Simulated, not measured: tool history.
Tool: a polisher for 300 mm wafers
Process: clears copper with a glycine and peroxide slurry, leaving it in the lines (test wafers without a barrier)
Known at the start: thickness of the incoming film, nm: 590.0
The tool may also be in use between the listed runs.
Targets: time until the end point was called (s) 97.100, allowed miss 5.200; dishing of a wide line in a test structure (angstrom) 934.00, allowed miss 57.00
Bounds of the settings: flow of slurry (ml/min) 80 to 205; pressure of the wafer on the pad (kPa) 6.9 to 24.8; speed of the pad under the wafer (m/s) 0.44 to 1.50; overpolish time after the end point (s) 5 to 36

run  hour  flow of slurry (ml/min)  pressure of the wafer on the pad (kPa)  speed of the pad under the wafer (m/s)  overpolish time after the end point (s)  time until the end point was called (s)  dishing of a wide line in a test structure (angstrom)
  1   0.0                      135                                    15.9                                    0.96                                       18                                  139.020                                                 552.84
  2   6.7                      135                                    16.5                                    0.96                                       19                                  133.060                                                 589.29
  3  15.6                      135                                    17.2                                    0.96                                       20                                  130.260                                                 610.84
  4  19.9                      135                                    17.2                                    1.18                                       20                                  108.360                                                 693.35
  5  20.8                      165                                    17.2                                    1.18                                       20                                  107.480                                                 702.35
  6  28.4                      165                                    17.2                                    1.18                                       21                                  107.040                                                 722.74
  7  32.7                      165                                    17.2                                    1.18                                       22                                  108.590                                                 733.04
  8  37.3                      165                                    17.2                                    1.18                                       23                                  106.620                                                 782.46
     45.3  -- worn pad replaced by a new one
  9  45.3                      165                                    18.6                                    1.18                                       25                                   97.604                                                 874.23

Which of these 4 next moves meets every target?
  A  53.3                      180                                    19.3                                    1.26                                       26                                        ?                                                      ?
  B  53.3                      205                                    13.8                                    1.14                                       34                                        ?                                                      ?
  C  53.3                      160                                    17.2                                    1.10                                       32                                        ?                                                      ?
  D  53.3                      160                                    18.6                                    1.16                                       28                                        ?                                                      ?

move  time until the end point was called (s)  dishing of a wide line in a test structure (angstrom)
   A                                   87.291                                                 917.01
   B                                  114.370                                                 891.18
   C                                  106.940                                                 915.95
   D                                   97.531                                                 898.69
A: brings the result that was furthest off to its target, and leaves another outside
B: brings the result that was furthest off to its target, and leaves another outside
C: brings the result that was furthest off to its target, and leaves another outside
D: meets every target
The right move is D.

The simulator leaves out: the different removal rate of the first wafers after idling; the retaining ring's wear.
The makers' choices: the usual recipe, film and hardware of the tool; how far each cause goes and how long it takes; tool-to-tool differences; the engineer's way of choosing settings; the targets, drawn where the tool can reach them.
